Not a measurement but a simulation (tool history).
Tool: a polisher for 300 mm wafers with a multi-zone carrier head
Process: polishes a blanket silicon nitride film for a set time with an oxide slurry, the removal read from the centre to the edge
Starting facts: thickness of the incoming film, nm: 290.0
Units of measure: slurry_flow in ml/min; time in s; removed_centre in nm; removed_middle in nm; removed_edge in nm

Run 1, hour 0.0: slurry_flow 205 ml/min, centre_zone 1.00, middle_zone 1.00, edge_zone 1.00, slurry_solids 1.0, time 55 s. Result: removed_centre 29.804 nm, removed_middle 30.558 nm, removed_edge 29.346 nm.
Run 2, hour 7.8: slurry_flow 200 ml/min, centre_zone 1.00, middle_zone 0.99, edge_zone 0.99, slurry_solids 1.0, time 55 s. Result: removed_centre 30.277 nm, removed_middle 30.200 nm, removed_edge 29.401 nm.
Run 3, hour 15.0: slurry_flow 200 ml/min, centre_zone 1.00, middle_zone 0.93, edge_zone 0.99, slurry_solids 1.0, time 55 s. Result: removed_centre 30.225 nm, removed_middle 28.919 nm, removed_edge 29.574 nm.
Run 4, hour 23.6: slurry_flow 230 ml/min, centre_zone 1.00, middle_zone 0.93, edge_zone 0.99, slurry_solids 1.0, time 55 s. Result: removed_centre 30.787 nm, removed_middle 29.272 nm, removed_edge 29.679 nm.
Run 5, hour 31.1: slurry_flow 250 ml/min, centre_zone 1.00, middle_zone 0.93, edge_zone 0.99, slurry_solids 1.0, time 55 s. Result: removed_centre 31.300 nm, removed_middle 28.697 nm, removed_edge 29.892 nm.
Run 6, hour 36.1: slurry_flow 250 ml/min, centre_zone 1.07, middle_zone 0.93, edge_zone 0.99, slurry_solids 1.0, time 55 s. Result: removed_centre 32.523 nm, removed_middle 29.849 nm, removed_edge 30.036 nm.
Run 7, hour 37.9: slurry_flow 245 ml/min, centre_zone 1.05, middle_zone 0.93, edge_zone 0.98, slurry_solids 1.0, time 55 s. Result: removed_centre 32.223 nm, removed_middle 29.699 nm, removed_edge 30.068 nm.

Run 8 comes next. What will it give?
Run 8, hour 42.7: slurry_flow 245 ml/min, centre_zone 1.04, middle_zone 0.93, edge_zone 0.97, slurry_solids 1.0, time 55 s. Result: removed_centre ?, removed_middle ?, removed_edge ?.

{"run 8": {"removed_centre": 32.177, "removed_middle": 29.864, "removed_edge": 30.454}}

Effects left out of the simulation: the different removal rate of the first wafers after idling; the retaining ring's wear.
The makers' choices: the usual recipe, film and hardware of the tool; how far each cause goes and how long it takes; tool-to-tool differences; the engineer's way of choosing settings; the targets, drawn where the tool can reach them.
